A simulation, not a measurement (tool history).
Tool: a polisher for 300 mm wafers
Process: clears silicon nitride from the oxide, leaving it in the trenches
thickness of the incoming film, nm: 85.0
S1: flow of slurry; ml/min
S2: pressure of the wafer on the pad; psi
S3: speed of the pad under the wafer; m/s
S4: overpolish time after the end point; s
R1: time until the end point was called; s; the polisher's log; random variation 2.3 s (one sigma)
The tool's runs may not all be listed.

run	day	S1	S2	S3	S4	R1
1	0	285	2.9	0.76	18	123.55
2	0.117	310	2.9	0.76	18	123.03
3	0.442	310	2.5	0.76	18	132.72
4	0.592	310	2.5	0.76	18	138.01
5	0.729	310	2.3	0.76	18	142.87
6	0.879	310	2.7	0.76	18	128.28
7	0.967	310	2.5	0.74	18	142.25
8	1.3	310	2.4	0.74	18	141.1
9	1.471	310	2.3	0.72	18	151.64
10	1.583	310	2.2	0.72	18	154.67
11	1.688	310	2.1	0.72	18	163.23
12	1.792	305	2	0.72	18	163.98
13	2.038	305	1.9	0.72	18	164.35

The next listed run, before its measurement:
14	2.325	305	1.8	0.7	18	?

R1: 174.85 s

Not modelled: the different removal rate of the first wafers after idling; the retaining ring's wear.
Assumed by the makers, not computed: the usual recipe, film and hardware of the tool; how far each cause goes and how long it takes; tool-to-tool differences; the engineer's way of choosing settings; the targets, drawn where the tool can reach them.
